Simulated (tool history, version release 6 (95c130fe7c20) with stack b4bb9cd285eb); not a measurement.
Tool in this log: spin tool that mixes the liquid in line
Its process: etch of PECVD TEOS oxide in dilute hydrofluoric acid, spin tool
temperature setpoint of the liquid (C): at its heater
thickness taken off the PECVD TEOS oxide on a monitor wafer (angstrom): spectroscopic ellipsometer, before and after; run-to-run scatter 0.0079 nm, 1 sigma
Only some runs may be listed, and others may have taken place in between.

| run | hour | temperature setpoint of the liquid (C) | parts of water to one part of 49 % hydrofluoric acid (parts by volume) | time under the liquid (s) | thickness taken off the PECVD TEOS oxide on a monitor wafer (angstrom) |
|---|---|---|---|---|---|
| 1 | 0.0 | 22.0 | 140 | 35 | 30.290 |
| 2 | 3.1 | 19.5 | 140 | 35 | 27.508 |
| 3 | 8.3 | 19.0 | 140 | 35 | 26.931 |
| 4 | 15.6 | 18.5 | 140 | 35 | 26.567 |
| 5 | 18.2 | 18.5 | 180 | 35 | 19.731 |
| 6 | 23.2 | 19.0 | 180 | 35 | 20.092 |

Run 7 is up next; what results do you expect?
| 7 | 28.8 | 19.5 | 180 | 35 | ? |

{"run 7": {"thickness taken off the PECVD TEOS oxide on a monitor wafer (angstrom)": 20.606}}
